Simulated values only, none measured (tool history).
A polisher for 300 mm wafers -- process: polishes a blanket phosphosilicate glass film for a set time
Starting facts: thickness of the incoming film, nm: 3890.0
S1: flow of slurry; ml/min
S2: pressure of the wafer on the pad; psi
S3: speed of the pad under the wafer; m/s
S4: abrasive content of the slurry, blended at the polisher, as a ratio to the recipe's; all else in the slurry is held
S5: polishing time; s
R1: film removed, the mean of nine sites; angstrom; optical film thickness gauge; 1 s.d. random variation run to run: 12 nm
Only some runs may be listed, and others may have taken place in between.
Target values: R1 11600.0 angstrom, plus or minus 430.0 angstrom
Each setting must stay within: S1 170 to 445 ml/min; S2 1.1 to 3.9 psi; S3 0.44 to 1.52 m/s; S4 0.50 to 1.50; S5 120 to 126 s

{"run": 1, "hour": 0.0, "S1": 285, "S2": 2.5, "S3": 0.98, "S4": 1.0, "S5": 120, "R1": 9382.4}
{"run": 2, "hour": 1.3, "S1": 285, "S2": 2.7, "S3": 0.98, "S4": 1.0, "S5": 120, "R1": 10239.0}
{"run": 3, "hour": 7.5, "S1": 285, "S2": 2.8, "S3": 0.98, "S4": 1.0, "S5": 120, "R1": 10513.0}
{"run": 4, "hour": 8.6, "S1": 285, "S2": 2.8, "S3": 0.98, "S4": 1.0, "S5": 120, "R1": 10662.0}
{"run": 5, "hour": 14.9, "S1": 285, "S2": 2.9, "S3": 0.98, "S4": 1.0, "S5": 120, "R1": 10935.0}
{"run": 6, "hour": 20.9, "S1": 220, "S2": 2.9, "S3": 0.98, "S4": 1.0, "S5": 120, "R1": 10716.0}
{"run": 7, "hour": 27.2, "S1": 220, "S2": 3.0, "S3": 0.98, "S4": 1.0, "S5": 120, "R1": 10758.0}
{"run": 8, "hour": 29.6, "S1": 230, "S2": 3.0, "S3": 0.98, "S4": 1.0, "S5": 120, "R1": 11029.0}
{"run": 9, "hour": 37.6, "S1": 235, "S2": 3.0, "S3": 0.98, "S4": 1.0, "S5": 120, "R1": 11168.0}

Exercise: of the 5 proposed moves below, exactly one satisfies all targets within the stated allowed misses. Which move is it?
{"run": "A", "hour": 45.6, "S1": 305, "S2": 3.8, "S3": 0.9, "S4": 0.8, "S5": 121, "R1": "?"}
{"run": "B", "hour": 45.6, "S1": 285, "S2": 3.2, "S3": 1.04, "S4": 1.0, "S5": 124, "R1": "?"}
{"run": "C", "hour": 45.6, "S1": 230, "S2": 2.9, "S3": 0.9, "S4": 1.15, "S5": 120, "R1": "?"}
{"run": "D", "hour": 45.6, "S1": 230, "S2": 3.1, "S3": 0.94, "S4": 0.95, "S5": 121, "R1": "?"}
{"run": "E", "hour": 45.6, "S1": 170, "S2": 3.5, "S3": 0.96, "S4": 0.95, "S5": 120, "R1": "?"}

move=A R1=12237.0
move=B R1=12621.0
move=C R1=10609.0
move=D R1=10767.0
move=E R1=11578.0
A: takes the biggest miss from the last run beyond its target
B: takes the biggest miss from the last run beyond its target
C: the biggest miss grows against the last run
D: the biggest miss grows against the last run
E: meets every target
The right move is E.
